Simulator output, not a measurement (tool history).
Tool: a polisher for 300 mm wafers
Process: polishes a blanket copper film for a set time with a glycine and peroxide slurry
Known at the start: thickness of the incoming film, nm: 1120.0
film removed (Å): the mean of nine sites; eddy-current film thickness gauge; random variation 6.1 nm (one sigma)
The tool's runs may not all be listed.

run	hour	flow of slurry (ml/min)	pressure of the wafer on the pad (kPa)	speed of the pad under the wafer (cm/s)	polishing time (s)	film removed (Å)
1	0.0	250	15.9	120	45	2920.8
2	7.9	250	17.9	122	45	3269.3
3	14.7	250	19.3	124	45	3389.7
4	17.7	250	20.7	128	45	3608.6
5	20.7	215	20.7	128	45	3565.0
6	29.4	265	20.7	128	45	3699.6
7	37.7	280	24.1	132	45	4136.5

Forecast run 8:
8	40.1	280	24.1	134	45	?

film removed (Å): 4240.7
